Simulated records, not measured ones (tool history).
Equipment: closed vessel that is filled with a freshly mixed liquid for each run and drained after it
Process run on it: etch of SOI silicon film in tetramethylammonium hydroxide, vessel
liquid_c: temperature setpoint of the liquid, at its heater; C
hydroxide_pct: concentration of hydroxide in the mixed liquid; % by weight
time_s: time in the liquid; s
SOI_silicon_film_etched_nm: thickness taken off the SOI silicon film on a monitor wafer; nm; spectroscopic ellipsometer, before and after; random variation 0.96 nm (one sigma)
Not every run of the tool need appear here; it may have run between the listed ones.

run	hour	liquid_c	hydroxide_pct	time_s	SOI_silicon_film_etched_nm
1	0.0	66.0	11.0	30	159.56
2	3.6	68.5	11.0	30	184.63
3	11.2	68.5	9.0	30	200.96
4	17.9	70.5	9.0	30	222.61
5	22.6	70.5	9.0	30	221.95
6	27.2	69.5	9.0	30	209.72
7	28.1	69.0	9.0	30	205.68
8	30.2	68.5	9.0	30	200.90
9	35.0	68.0	9.0	30	191.74

Run 10, settings as shown, results not yet in. Your forecast:
10	41.6	67.5	9.0	30	?

Run 10 yielded SOI_silicon_film_etched_nm 185.78 nm.
